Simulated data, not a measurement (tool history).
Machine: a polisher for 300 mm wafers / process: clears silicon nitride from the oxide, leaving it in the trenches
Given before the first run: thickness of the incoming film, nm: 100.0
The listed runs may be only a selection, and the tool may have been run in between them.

| run | hour | flow of slurry (ml/min) | pressure of the wafer on the pad (kPa) | speed of the pad under the wafer (cm/s) | overpolish time after the end point (s) | time until the end point was called (s) |
|---|---|---|---|---|---|---|
| 1 | 0.0 | 245 | 18.6 | 88 | 5 | 179.41 |
| 2 | 2.8 | 245 | 18.6 | 88 | 5 | 183.81 |
| 3 | 11.1 | 245 | 15.9 | 82 | 5 | 222.09 |
| 4 | 14.1 | 245 | 15.9 | 82 | 4 | 226.53 |
| 5 | 17.2 | 245 | 13.8 | 76 | 4 | 274.19 |
| 6 | 22.5 | 245 | 12.4 | 74 | 4 | 302.27 |
|  | 29.6 | worn pad replaced by a new one |
| 7 | 29.6 | 245 | 11.7 | 72 | 4 | 285.10 |

The next listed run, before its measurement:
| 8 | 37.3 | 200 | 9.0 | 48 | 4 | ? |

time until the end point was called (s): 496.53
